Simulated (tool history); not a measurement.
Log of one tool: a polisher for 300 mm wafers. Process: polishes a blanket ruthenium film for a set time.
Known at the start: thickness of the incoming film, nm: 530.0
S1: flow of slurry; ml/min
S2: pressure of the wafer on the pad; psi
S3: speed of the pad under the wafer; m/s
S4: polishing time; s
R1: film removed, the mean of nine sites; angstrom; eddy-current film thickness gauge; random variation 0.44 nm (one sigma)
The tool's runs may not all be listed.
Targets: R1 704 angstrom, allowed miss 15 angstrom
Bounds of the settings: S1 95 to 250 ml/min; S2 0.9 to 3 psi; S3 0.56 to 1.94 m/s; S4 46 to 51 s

| run | hour | S1 | S2 | S3 | S4 | R1 |
|---|---|---|---|---|---|---|
| 1 | 0 | 160 | 1.9 | 1.24 | 51 | 570.96 |
| 2 | 6.2 | 160 | 1.7 | 1.24 | 51 | 517.69 |
| 3 | 12.8 | 160 | 1.5 | 1.24 | 51 | 450.64 |
| 4 | 14.6 | 180 | 1.5 | 1.24 | 51 | 463.33 |
| 5 | 16.5 | 180 | 1.8 | 1.24 | 51 | 553.31 |
| 6 | 21.8 | 195 | 1.9 | 1.24 | 51 | 585.57 |
| 7 | 26.3 | 200 | 2 | 1.24 | 51 | 623.22 |
| 8 | 30.1 | 205 | 2.1 | 1.24 | 51 | 653.34 |
| 9 | 30.9 | 205 | 2.1 | 1.24 | 51 | 650.13 |
| 10 | 38.7 | 205 | 2.2 | 1.24 | 51 | 674.71 |
| 11 | 47.3 | 210 | 2.2 | 1.24 | 51 | 682.3 |
| 12 | 55.7 | 215 | 2.2 | 1.24 | 51 | 682.62 |

Which of these 4 next moves meets every target?
| A | 64.1 | 210 | 2 | 1.28 | 50 | ? |
| B | 64.1 | 235 | 2.2 | 1.3 | 50 | ? |
| C | 64.1 | 215 | 1.9 | 1.52 | 48 | ? |
| D | 64.1 | 245 | 2.4 | 1.22 | 46 | ? |

| move | R1 |
|---|---|
| A | 627.02 |
| B | 706.67 |
| C | 670.61 |
| D | 671.72 |
A: further off than the last run
B: meets every target
C: further off than the last run
D: further off than the last run
Move B is the one to make.
